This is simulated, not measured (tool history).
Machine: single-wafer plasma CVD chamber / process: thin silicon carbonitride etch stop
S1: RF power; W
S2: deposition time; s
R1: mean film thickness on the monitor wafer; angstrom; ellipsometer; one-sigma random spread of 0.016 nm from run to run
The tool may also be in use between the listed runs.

Run 1, hour 0: S1 170 W, S2 9.92 s. Result: R1 52.858 angstrom.
Run 2, hour 2.7: S1 170 W, S2 9.3 s. Result: R1 49.097 angstrom.
Run 3, hour 6.5: S1 160 W, S2 9.19 s. Result: R1 47.353 angstrom.
Run 4, hour 14.6: S1 155 W, S2 9.17 s. Result: R1 46.879 angstrom.
Run 5, hour 20.4: S1 175 W, S2 9.17 s. Result: R1 48.927 angstrom.
Run 6, hour 24.6: S1 165 W, S2 9.13 s. Result: R1 47.568 angstrom.
Run 7, hour 29.2: S1 155 W, S2 9.1 s. Result: R1 46.653 angstrom.

For run 8, what comes out?
Run 8, hour 38: S1 150 W, S2 9.06 s. Result: R1 ?.

Run 8 measured R1 45.902 angstrom.
